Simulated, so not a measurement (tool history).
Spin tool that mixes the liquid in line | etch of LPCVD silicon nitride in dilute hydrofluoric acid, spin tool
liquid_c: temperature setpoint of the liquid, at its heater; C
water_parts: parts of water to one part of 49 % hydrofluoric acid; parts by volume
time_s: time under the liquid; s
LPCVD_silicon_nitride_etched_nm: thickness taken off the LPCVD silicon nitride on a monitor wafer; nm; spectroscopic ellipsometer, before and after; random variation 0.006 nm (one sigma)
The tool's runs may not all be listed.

run,day,liquid_c,water_parts,time_s,LPCVD_silicon_nitride_etched_nm
1,0,22,55,75,0.5633
2,0.075,21.5,60,75,0.49445
3,0.396,21.5,80,75,0.38956
4,0.479,21,80,75,0.3691
5,0.508,24.5,80,75,0.4585
6,0.579,24.5,70,75,0.53736
7,0.908,23.5,75,75,0.4685
8,1.104,22.5,75,75,0.44164

Forecast run 9:
9,1.442,21.5,75,75,?

Run 9 gave LPCVD_silicon_nitride_etched_nm 0.39145 nm.
